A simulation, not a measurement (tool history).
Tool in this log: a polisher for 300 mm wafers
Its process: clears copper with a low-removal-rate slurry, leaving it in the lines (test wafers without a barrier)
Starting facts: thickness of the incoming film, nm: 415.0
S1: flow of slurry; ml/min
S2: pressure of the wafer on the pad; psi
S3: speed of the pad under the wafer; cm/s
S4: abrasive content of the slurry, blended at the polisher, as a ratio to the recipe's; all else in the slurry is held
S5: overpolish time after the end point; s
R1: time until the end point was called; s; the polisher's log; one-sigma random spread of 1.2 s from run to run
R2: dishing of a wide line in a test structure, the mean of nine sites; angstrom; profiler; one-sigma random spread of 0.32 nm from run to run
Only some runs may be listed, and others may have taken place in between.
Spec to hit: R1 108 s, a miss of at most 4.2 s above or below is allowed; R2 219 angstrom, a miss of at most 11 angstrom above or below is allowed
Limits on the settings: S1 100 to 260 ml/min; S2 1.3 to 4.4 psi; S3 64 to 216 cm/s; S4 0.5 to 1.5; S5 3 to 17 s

run,day,S1,S2,S3,S4,S5,R1,R2
1,0,165,2.8,140,1,9,98.138,304.08
2,0.133,165,2.8,140,1.2,9,92.662,310.32
3,0.338,165,2.8,122,1.2,9,105.72,273.67
4,0.629,165,2.8,122,1.35,9,103.18,275.4
5,0.908,170,2.7,122,1.4,8,106.43,251.31
6,1.242,170,2.2,122,1.4,8,124.95,209.23
7,1.554,175,2.3,122,1.4,8,119.34,230.23
8,1.725,180,2.4,122,1.4,8,114.86,231.09
9,1.921,185,2.4,122,1.4,8,116.52,234.65
10,2.142,190,2.6,122,1.4,6,107.1,188.69

Of the 5 settings listed for the next run, only one would bring every result within its allowed miss of target. Which one?
A,2.362,180,2.7,124,1.25,7,?,?
B,2.362,180,2.2,142,1.35,8,?,?
C,2.362,170,2.6,140,1.35,7,?,?
D,2.362,180,2.5,126,1.4,5,?,?
E,2.362,205,2.5,138,1.45,7,?,?

move,R1,R2
A,107.91,223.8
B,109.34,248.83
C,97.979,244.51
D,110.17,159.7
E,98.447,243.2
A: every result lands within tolerance
B: moves the result that the last run missed by most past its target, out the other side
C: moves the result that the last run missed by most past its target, out the other side
D: further off than the last run
E: moves the result that the last run missed by most past its target, out the other side
Correct choice: A, which meets every target
